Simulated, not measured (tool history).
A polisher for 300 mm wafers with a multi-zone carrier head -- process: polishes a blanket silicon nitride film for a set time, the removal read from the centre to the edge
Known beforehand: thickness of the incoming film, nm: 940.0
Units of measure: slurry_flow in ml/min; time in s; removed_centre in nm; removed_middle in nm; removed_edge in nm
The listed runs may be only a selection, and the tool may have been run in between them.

run,hour,slurry_flow,centre_zone,middle_zone,edge_zone,time,removed_centre,removed_middle,removed_edge
1,0,315,1,1,1,74,126.8,124.58,124.61
2,3.8,310,1,0.97,1.01,68,116.49,113.76,114.69
3,10.7,310,1,0.97,1.01,85,145.28,137.52,141.21
4,17.5,280,1,0.97,1.01,85,141.73,136.17,142.27
5,19.3,280,1,0.91,1.01,85,142.83,132.17,147.6
6,20.3,265,1.01,0.89,1,77,127.89,114.85,128.04
7,27.3,255,1.02,0.88,1.02,71,121.21,103.9,119.6
8,29.4,245,1.01,0.87,1.02,66,108.27,96.246,110.71
9,36.1,240,1.01,0.86,1.03,62,103.28,88.352,101.59
10,44.4,230,1,0.85,1.05,59,94.508,82.386,101.39
11,46.6,230,1,0.85,1.05,56,91.172,77.14,95.942
12,48.5,235,1,0.85,1.05,54,89.69,75.83,89.543
13,50.9,240,0.99,0.85,1.06,53,87.17,75.772,90.827
14,51.5,240,0.99,0.84,1.06,51,82.601,71.744,86.36
15,53.1,240,0.99,0.84,1.06,50,82.121,69.724,84.203
16,60.3,240,0.99,0.84,1.06,49,80.949,67.927,83.142
17,65.9,240,0.98,0.84,1.06,49,80.02,69.696,82.942
18,66.6,240,0.98,0.84,1.06,48,76.349,68.115,81.695
19,67.8,240,0.98,0.84,1.06,47,76.185,66.034,77.57
20,75.9,235,0.98,0.84,1.06,47,74.591,65.353,78.506

Forecast run 21:
21,81.1,230,0.98,0.84,1.06,47,?,?,?

removed_centre: 74.313 nm
removed_middle: 65.345 nm
removed_edge: 78.964 nm
